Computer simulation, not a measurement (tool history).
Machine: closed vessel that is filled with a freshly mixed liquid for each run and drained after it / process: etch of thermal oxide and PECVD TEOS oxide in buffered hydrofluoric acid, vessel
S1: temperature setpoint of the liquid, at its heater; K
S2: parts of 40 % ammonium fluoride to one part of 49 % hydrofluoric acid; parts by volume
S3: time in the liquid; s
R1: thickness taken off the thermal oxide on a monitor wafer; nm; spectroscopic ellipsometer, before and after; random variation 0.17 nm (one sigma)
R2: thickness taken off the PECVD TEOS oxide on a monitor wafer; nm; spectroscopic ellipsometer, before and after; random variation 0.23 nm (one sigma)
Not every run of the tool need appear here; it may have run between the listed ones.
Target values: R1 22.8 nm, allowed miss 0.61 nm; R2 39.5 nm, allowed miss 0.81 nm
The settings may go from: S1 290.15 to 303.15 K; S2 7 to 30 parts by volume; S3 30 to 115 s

run,hour,S1,S2,S3,R1,R2
1,0,295.15,20,60,31.408,54.272
2,5.4,295.15,20,45,23.37,40.563
3,9.9,295.15,25.5,45,19.687,34.204
4,12.4,295.65,25.5,45,20.448,35.557
5,20.5,295.65,25.5,35,15.813,27.808
6,24.5,297.15,25.5,35,17.275,29.961
7,28.8,298.15,25,35,18.659,32.13
8,31.8,298.15,25,35,18.125,32.169
9,40.6,298.65,24.5,35,19.166,33.196
10,46,299.15,24.5,35,19.686,34.473
11,53.3,299.65,24.5,35,20.096,35.58
12,59,300.15,24.5,35,21.117,35.89
13,63.4,300.15,24,35,21.058,36.464
14,67.8,300.65,24,35,21.999,37.866

Exercise: of the 4 proposed moves below, exactly one satisfies all targets within the stated allowed misses. Which move is it?
A,72.2,303.15,24,30,?,?
B,72.2,302.65,29.5,35,?,?
C,72.2,303.15,25,30,?,?
D,72.2,299.15,24,40,?,?

move,R1,R2
A,21.209,36.914
B,20.932,36.432
C,20.626,35.9
D,22.825,39.727
A: moves away from the targets compared with the last run
B: moves away from the targets compared with the last run
C: moves away from the targets compared with the last run
D: all results in spec
D meets every target.
